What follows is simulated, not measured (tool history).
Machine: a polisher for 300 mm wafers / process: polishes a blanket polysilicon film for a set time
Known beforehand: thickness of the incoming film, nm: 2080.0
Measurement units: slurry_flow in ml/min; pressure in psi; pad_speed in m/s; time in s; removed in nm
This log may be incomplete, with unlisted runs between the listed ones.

Run 1, day 0.000: slurry_flow 190 ml/min, pressure 1.7 psi, pad_speed 0.96 m/s, time 38 s. Result: removed 225.91 nm.
Run 2, day 0.308: slurry_flow 190 ml/min, pressure 1.6 psi, pad_speed 0.96 m/s, time 38 s. Result: removed 208.42 nm.
Run 3, day 0.438: slurry_flow 190 ml/min, pressure 1.6 psi, pad_speed 1.16 m/s, time 38 s. Result: removed 259.63 nm.
Run 4, day 0.733: slurry_flow 190 ml/min, pressure 1.6 psi, pad_speed 1.16 m/s, time 34 s. Result: removed 225.78 nm.
Run 5, day 0.892: slurry_flow 190 ml/min, pressure 1.5 psi, pad_speed 1.16 m/s, time 34 s. Result: removed 218.31 nm.
Run 6, day 1.246: slurry_flow 190 ml/min, pressure 1.5 psi, pad_speed 1.16 m/s, time 38 s. Result: removed 242.53 nm.
Run 7, day 1.425: slurry_flow 190 ml/min, pressure 1.4 psi, pad_speed 1.16 m/s, time 38 s. Result: removed 236.94 nm.

Estimate the outcome of run 8 from the log above:
Run 8, day 1.650: slurry_flow 190 ml/min, pressure 1.3 psi, pad_speed 1.14 m/s, time 38 s. Result: removed ?.

removed: 225.21 nm

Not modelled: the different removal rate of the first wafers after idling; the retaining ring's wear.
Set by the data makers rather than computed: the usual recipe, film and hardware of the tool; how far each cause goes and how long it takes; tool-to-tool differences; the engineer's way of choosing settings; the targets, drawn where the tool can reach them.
